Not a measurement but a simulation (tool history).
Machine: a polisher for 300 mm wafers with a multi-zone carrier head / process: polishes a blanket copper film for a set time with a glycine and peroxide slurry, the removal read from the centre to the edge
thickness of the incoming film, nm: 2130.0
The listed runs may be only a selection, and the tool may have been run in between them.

| run | day | flow of slurry (ml/min) | pressure of the head's centre zone | pressure of the head's middle zone | pressure of the head's edge zone | polishing time (s) | film removed at the wafer's centre (angstrom) | film removed at mid-radius (angstrom) | film removed at the wafer's edge (angstrom) |
|---|---|---|---|---|---|---|---|---|---|
| 1 | 0.000 | 255 | 1.00 | 1.00 | 1.00 | 87 | 5733.4 | 5676.7 | 5842.9 |
| 2 | 0.121 | 255 | 1.01 | 1.00 | 1.01 | 89 | 5801.6 | 5763.2 | 6085.8 |
| 3 | 0.183 | 260 | 1.03 | 1.01 | 1.01 | 91 | 6159.7 | 6083.9 | 6091.3 |
| 4 | 0.454 | 260 | 1.04 | 1.01 | 1.02 | 93 | 6307.0 | 6080.4 | 6416.3 |
| 5 | 0.679 | 260 | 1.04 | 1.08 | 1.02 | 93 | 6237.7 | 6569.3 | 6444.4 |
| 6 | 1.029 | 220 | 1.04 | 1.08 | 1.02 | 93 | 6171.4 | 6332.9 | 6184.6 |
| 7 | 1.142 | 230 | 1.05 | 1.08 | 1.03 | 94 | 6416.3 | 6536.4 | 6527.6 |
| 8 | 1.242 | 300 | 1.15 | 1.14 | 1.13 | 96 | 7333.4 | 7061.1 | 7101.8 |
| 9 | 1.517 | 300 | 1.15 | 1.14 | 1.14 | 97 | 7524.0 | 7237.0 | 7233.4 |

Estimate the outcome of run 10 from the log above:
|  | 1.658 | slurry nozzle cleaned |
| 10 | 1.658 | 300 | 1.15 | 1.14 | 1.15 | 98 | ? | ? | ? |

film removed at the wafer's centre (angstrom): 8057.7
film removed at mid-radius (angstrom): 7648.0
film removed at the wafer's edge (angstrom): 7477.1
